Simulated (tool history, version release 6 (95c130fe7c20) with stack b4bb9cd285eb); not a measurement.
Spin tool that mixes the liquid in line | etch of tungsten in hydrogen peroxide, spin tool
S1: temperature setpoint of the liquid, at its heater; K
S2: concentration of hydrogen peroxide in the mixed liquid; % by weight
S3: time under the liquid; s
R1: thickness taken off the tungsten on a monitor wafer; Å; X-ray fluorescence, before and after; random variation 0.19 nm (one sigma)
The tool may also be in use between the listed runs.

run 1 day=0 | S1=321.15 S2=15 S3=15 | R1=153.15
run 2 day=0.079 | S1=322.65 S2=15 S3=15 | R1=167.46
run 3 day=0.233 | S1=323.65 S2=15 S3=15 | R1=178.54
run 4 day=0.567 | S1=324.65 S2=15 S3=15 | R1=193.89
run 5 day=0.612 | S1=324.65 S2=12.5 S3=15 | R1=175.17
run 6 day=0.854 | S1=325.65 S2=12.5 S3=15 | R1=187.22
run 7 day=1.054 | S1=326.15 S2=12.5 S3=15 | R1=190.36

Run 8 comes next. What will it give?
run 8 day=1.325 | S1=326.65 S2=12.5 S3=15 | R1=?

R1: 193.1 Å

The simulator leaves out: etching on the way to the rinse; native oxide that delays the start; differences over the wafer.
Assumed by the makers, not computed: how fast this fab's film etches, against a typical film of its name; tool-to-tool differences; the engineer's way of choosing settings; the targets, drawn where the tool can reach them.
